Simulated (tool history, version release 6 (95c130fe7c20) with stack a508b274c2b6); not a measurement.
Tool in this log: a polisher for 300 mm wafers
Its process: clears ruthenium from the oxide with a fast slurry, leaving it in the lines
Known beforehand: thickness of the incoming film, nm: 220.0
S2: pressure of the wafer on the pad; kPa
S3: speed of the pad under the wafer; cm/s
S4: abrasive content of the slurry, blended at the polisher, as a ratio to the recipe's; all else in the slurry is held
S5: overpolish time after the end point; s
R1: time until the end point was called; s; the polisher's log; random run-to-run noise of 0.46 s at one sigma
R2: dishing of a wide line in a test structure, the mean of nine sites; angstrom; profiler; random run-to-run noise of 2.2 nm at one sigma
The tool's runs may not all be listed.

{"run": 1, "hour": 0.0, "flow of slurry (ml/min)": 315, "S2": 19.3, "S3": 124, "S4": 1.0, "S5": 27, "R1": 49.547, "R2": 866.18}
{"run": 2, "hour": 3.0, "flow of slurry (ml/min)": 315, "S2": 14.5, "S3": 124, "S4": 1.0, "S5": 27, "R1": 63.721, "R2": 699.08}
{"run": 3, "hour": 9.2, "flow of slurry (ml/min)": 315, "S2": 14.5, "S3": 150, "S4": 1.0, "S5": 27, "R1": 53.723, "R2": 820.01}
{"run": 4, "hour": 11.8, "flow of slurry (ml/min)": 315, "S2": 14.5, "S3": 150, "S4": 1.0, "S5": 18, "R1": 53.981, "R2": 611.15}
{"run": 5, "hour": 18.1, "flow of slurry (ml/min)": 315, "S2": 14.5, "S3": 150, "S4": 1.0, "S5": 11, "R1": 53.869, "R2": 392.06}
{"run": 6, "hour": 21.8, "flow of slurry (ml/min)": 315, "S2": 14.5, "S3": 150, "S4": 0.9, "S5": 11, "R1": 58.546, "R2": 372.35}
{"run": 7, "hour": 29.2, "flow of slurry (ml/min)": 315, "S2": 15.9, "S3": 152, "S4": 0.9, "S5": 16, "R1": 52.732, "R2": 568.88}

Predict the results of run 8:
{"run": 8, "hour": 38.1, "flow of slurry (ml/min)": 310, "S2": 17.9, "S3": 154, "S4": 0.85, "S5": 18, "R1": "?", "R2": "?"}

{"run 8": {"R1": 48.045, "R2": 637.98}}

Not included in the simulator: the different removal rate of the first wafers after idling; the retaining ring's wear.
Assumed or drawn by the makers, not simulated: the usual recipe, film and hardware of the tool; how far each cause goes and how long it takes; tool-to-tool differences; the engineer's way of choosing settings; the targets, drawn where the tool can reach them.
